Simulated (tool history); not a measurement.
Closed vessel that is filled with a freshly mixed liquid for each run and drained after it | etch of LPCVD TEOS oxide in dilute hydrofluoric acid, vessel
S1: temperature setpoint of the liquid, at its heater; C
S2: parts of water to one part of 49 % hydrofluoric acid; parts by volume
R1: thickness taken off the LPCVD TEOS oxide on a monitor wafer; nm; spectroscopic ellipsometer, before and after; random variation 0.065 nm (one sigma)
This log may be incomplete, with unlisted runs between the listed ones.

Run 1, hour 0.0: S1 26.0 C, S2 145 parts by volume, time in the liquid (s) 160. Result: R1 20.383 nm.
Run 2, hour 1.8: S1 24.5 C, S2 150 parts by volume, time in the liquid (s) 160. Result: R1 18.725 nm.
Run 3, hour 7.9: S1 24.5 C, S2 150 parts by volume, time in the liquid (s) 120. Result: R1 13.971 nm.
Run 4, hour 11.1: S1 24.5 C, S2 150 parts by volume, time in the liquid (s) 120. Result: R1 13.969 nm.
Run 5, hour 17.0: S1 24.0 C, S2 150 parts by volume, time in the liquid (s) 120. Result: R1 13.744 nm.
Run 6, hour 21.5: S1 23.5 C, S2 150 parts by volume, time in the liquid (s) 120. Result: R1 13.467 nm.

Run 7 is up next; what results do you expect?
Run 7, hour 28.3: S1 23.0 C, S2 150 parts by volume, time in the liquid (s) 120. Result: R1 ?.

Logged for run 7: R1 13.269 nm.
